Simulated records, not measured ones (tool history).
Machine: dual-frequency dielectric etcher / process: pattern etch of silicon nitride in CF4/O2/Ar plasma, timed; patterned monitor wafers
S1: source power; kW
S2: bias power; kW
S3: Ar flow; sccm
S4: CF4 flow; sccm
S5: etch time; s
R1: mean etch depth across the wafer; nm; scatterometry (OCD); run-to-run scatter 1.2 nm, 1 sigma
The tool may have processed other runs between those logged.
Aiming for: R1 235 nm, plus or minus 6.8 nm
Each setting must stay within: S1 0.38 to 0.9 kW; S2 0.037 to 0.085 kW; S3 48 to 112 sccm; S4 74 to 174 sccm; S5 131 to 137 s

run 1 day=0 | S1=0.64 S2=0.061 S3=80 S4=124 S5=131 | R1=328.93
run 2 day=0.225 | S1=0.64 S2=0.061 S3=80 S4=124 S5=137 | R1=342.06
run 3 day=0.483 | S1=0.58 S2=0.06 S3=80 S4=123 S5=137 | R1=317.99
run 4 day=0.858 | S1=0.54 S2=0.058 S3=81 S4=122 S5=136.5 | R1=291.28
run 5 day=0.933 | S1=0.51 S2=0.058 S3=81 S4=122 S5=136.5 | R1=278.04
run 6 day=1.304 | S1=0.49 S2=0.058 S3=81 S4=122 S5=136.5 | R1=269.77
run 7 day=1.579 | S1=0.47 S2=0.058 S3=81 S4=122 S5=136.5 | R1=258.37
run 8 day=1.708 | S1=0.46 S2=0.058 S3=81 S4=122 S5=136.5 | R1=253.56
run 9 day=2.058 | S1=0.45 S2=0.058 S3=81 S4=122 S5=136.5 | R1=250.51
run 10 day=2.317 | S1=0.44 S2=0.058 S3=81 S4=122 S5=136.5 | R1=247.22
run 11 day=2.575 | S1=0.43 S2=0.058 S3=81 S4=122 S5=136.5 | R1=242.94

5 next moves are on the table. One of them brings every result within its allowed miss. Which?
run A day=2.833 | S1=0.47 S2=0.054 S3=48 S4=90 S5=137 | R1=?
run B day=2.833 | S1=0.46 S2=0.053 S3=78 S4=128 S5=137 | R1=?
run C day=2.833 | S1=0.41 S2=0.058 S3=81 S4=118 S5=137 | R1=?
run D day=2.833 | S1=0.44 S2=0.059 S3=84 S4=126 S5=137 | R1=?
run E day=2.833 | S1=0.43 S2=0.06 S3=81 S4=125 S5=137 | R1=?

move=A R1=255.06
move=B R1=251.04
move=C R1=234.74
move=D R1=251.6
move=E R1=249.28
A: further off than the last run
B: further off than the last run
C: all results in spec
D: further off than the last run
E: further off than the last run
C is the move that brings every result within its allowed miss.
